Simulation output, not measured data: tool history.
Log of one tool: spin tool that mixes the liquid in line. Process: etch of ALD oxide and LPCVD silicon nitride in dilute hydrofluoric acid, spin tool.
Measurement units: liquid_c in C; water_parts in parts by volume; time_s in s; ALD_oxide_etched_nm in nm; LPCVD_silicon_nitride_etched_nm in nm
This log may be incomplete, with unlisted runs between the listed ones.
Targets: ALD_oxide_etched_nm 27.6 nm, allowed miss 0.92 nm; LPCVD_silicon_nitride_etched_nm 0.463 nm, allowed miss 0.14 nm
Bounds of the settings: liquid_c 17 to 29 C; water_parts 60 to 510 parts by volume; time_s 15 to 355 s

run	hour	liquid_c	water_parts	time_s	ALD_oxide_etched_nm	LPCVD_silicon_nitride_etched_nm
1	0	21	285	180	13.781	0.28381
2	0.7	22	255	180	16.223	0.3419
3	5.5	19	255	180	14.553	0.30248
4	9.7	21	240	180	16.676	0.36091
# hour 11.4: hydrofluoric acid flow meter replaced
5	11.4	21	155	180	26.454	0.44293
6	13.2	21	155	115	16.618	0.30994
7	19.2	22.5	140	115	20.168	0.33844
8	27.3	26.5	135	120	25.489	0.43619
9	32.7	27	135	120	25.584	0.56329

Pick the move, out of 5, that brings all results within their allowed miss; only one does.
A	38.1	26	150	135	?	?
B	38.1	21.5	105	120	?	?
C	38.1	29	120	110	?	?
D	38.1	28.5	160	135	?	?
E	38.1	26	130	110	?	?

move	ALD_oxide_etched_nm	LPCVD_silicon_nitride_etched_nm
A	24.721	0.48082
B	27.774	0.45319
C	29.252	0.5919
D	25.103	0.52698
E	23.813	0.45185
A: its largest miss is bigger than the last run's
B: meets every target
C: the result that was furthest off in the last run now lies on the other side of its target
D: its largest miss is bigger than the last run's
E: its largest miss is bigger than the last run's
B is the move that brings every result within its allowed miss.
